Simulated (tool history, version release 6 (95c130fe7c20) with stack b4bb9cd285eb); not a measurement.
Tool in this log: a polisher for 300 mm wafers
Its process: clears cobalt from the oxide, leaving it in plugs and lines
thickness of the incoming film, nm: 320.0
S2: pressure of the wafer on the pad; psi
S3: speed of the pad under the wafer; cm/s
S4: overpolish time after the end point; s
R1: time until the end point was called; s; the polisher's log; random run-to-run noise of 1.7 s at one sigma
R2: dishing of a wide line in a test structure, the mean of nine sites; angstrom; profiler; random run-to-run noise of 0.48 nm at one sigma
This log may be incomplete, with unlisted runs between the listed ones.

{"run": 1, "hour": 0.0, "flow of slurry (ml/min)": 135, "S2": 2.1, "S3": 76, "S4": 10, "R1": 85.781, "R2": 257.02}
{"run": 2, "hour": 7.8, "flow of slurry (ml/min)": 135, "S2": 2.1, "S3": 88, "S4": 10, "R1": 79.549, "R2": 276.85}
{"run": 3, "hour": 14.7, "flow of slurry (ml/min)": 135, "S2": 1.9, "S3": 88, "S4": 10, "R1": 87.591, "R2": 263.49}
{"run": 4, "hour": 18.5, "flow of slurry (ml/min)": 135, "S2": 1.6, "S3": 88, "S4": 10, "R1": 102.16, "R2": 239.59}
{"run": 5, "hour": 21.3, "flow of slurry (ml/min)": 165, "S2": 1.6, "S3": 88, "S4": 10, "R1": 98.715, "R2": 233.46}
{"run": 6, "hour": 25.6, "flow of slurry (ml/min)": 165, "S2": 1.6, "S3": 80, "S4": 10, "R1": 105.29, "R2": 226.07}

Estimate the outcome of run 7 from the log above:
{"run": 7, "hour": 34.4, "flow of slurry (ml/min)": 145, "S2": 1.3, "S3": 76, "S4": 15, "R1": "?", "R2": "?"}

{"run 7": {"R1": 138.04, "R2": 249.8}}
